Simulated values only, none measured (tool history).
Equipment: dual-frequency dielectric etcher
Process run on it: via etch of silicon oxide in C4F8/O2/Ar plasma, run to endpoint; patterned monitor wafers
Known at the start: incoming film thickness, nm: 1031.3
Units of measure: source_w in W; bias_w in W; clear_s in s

run	hour	source_w	bias_w	clear_s
1	0.0	2260	1920	176.23
2	5.3	2160	1877	182.85
3	11.5	2090	1857	185.93
4	17.4	2090	1550	196.02
# hour 24.5: source power generator calibrated
5	24.5	2290	1550	185.04
6	28.1	2290	1714	180.36
7	31.9	2220	1697	183.11
8	38.0	2220	1697	183.64

Run 9 comes next. What will it give?
9	38.5	2160	1681	?

{"run 9": {"clear_s": 187.44}}
